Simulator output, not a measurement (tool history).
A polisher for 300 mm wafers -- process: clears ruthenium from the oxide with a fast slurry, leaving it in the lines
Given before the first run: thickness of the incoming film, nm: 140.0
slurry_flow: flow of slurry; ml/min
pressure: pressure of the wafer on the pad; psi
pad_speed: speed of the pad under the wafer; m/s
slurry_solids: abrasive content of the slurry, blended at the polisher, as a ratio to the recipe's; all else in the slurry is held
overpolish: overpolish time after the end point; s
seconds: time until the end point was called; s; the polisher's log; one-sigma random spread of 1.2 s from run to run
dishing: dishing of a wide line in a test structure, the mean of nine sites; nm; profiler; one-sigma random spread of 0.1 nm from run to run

Run 1, hour 0: slurry_flow 275 ml/min, pressure 2.6 psi, pad_speed 0.9 m/s, slurry_solids 1, overpolish 9 s. Result: seconds 31.749 s, dishing 30.136 nm.
Run 2, hour 1.7: slurry_flow 270 ml/min, pressure 2.3 psi, pad_speed 0.74 m/s, slurry_solids 0.95, overpolish 7 s. Result: seconds 44.377 s, dishing 16.299 nm.
Run 3, hour 7.6: slurry_flow 270 ml/min, pressure 2.7 psi, pad_speed 0.74 m/s, slurry_solids 0.95, overpolish 7 s. Result: seconds 36.972 s, dishing 19.371 nm.
Run 4, hour 11: slurry_flow 215 ml/min, pressure 2.7 psi, pad_speed 0.74 m/s, slurry_solids 0.95, overpolish 7 s. Result: seconds 38.31 s, dishing 19.428 nm.
Run 5, hour 12.2: slurry_flow 280 ml/min, pressure 2.5 psi, pad_speed 0.64 m/s, slurry_solids 0.85, overpolish 6 s. Result: seconds 50.034 s, dishing 13.238 nm.
Run 6, hour 20: slurry_flow 325 ml/min, pressure 2.1 psi, pad_speed 0.56 m/s, slurry_solids 1.05, overpolish 5 s. Result: seconds 58.561 s, dishing 9.7643 nm.
Run 7, hour 24.4: slurry_flow 355 ml/min, pressure 1.9 psi, pad_speed 0.5 m/s, slurry_solids 1.2, overpolish 4 s. Result: seconds 67.006 s, dishing 6.5649 nm.
Run 8, hour 31.2: slurry_flow 365 ml/min, pressure 1.8 psi, pad_speed 0.5 m/s, slurry_solids 1.3, overpolish 4 s. Result: seconds 68.137 s, dishing 6.5353 nm.

What does the tool deliver on the next run?
Run 9, hour 37.5: slurry_flow 385 ml/min, pressure 1.8 psi, pad_speed 0.48 m/s, slurry_solids 1.35, overpolish 4 s. Result: seconds ?, dishing ?.

Run 9 yielded seconds 67.196 s, dishing 6.327 nm.

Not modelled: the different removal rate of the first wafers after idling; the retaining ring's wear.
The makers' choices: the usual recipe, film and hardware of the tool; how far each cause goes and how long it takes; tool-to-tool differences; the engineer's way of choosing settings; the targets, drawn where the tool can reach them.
